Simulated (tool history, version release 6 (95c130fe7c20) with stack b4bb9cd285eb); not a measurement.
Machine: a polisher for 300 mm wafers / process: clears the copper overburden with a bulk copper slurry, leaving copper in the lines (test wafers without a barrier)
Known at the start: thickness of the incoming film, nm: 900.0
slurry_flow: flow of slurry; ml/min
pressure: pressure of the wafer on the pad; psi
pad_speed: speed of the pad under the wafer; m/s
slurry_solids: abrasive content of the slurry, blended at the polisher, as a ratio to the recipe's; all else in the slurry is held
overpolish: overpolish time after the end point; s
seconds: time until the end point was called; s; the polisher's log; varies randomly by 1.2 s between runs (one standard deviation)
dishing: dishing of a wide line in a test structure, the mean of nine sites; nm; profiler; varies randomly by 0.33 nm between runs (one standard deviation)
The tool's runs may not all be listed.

run    day  slurry_flow  pressure  pad_speed  slurry_solids  overpolish  seconds  dishing
  1  0.000          125       2.3       1.40           1.00          12   88.025   50.951
  2  0.275          145       2.3       1.40           1.00          12   88.463   50.570
  3  0.333          160       2.0       1.46           1.00           9   96.726   40.092
  4  0.488          160       2.0       1.12           1.00           9  121.140   34.631
  5  0.625          160       2.0       1.12           1.15           9  116.110   35.966
  6  0.821          160       2.0       1.12           1.15          12  118.020   42.489
  7  1.125          160       2.0       1.12           1.10           9  119.190   35.449

Expected results for the next run?
  8  1.383          165       2.1       1.12           1.05           7        ?        ?

{"run 8": {"seconds": 116.64, "dishing": 30.165}}
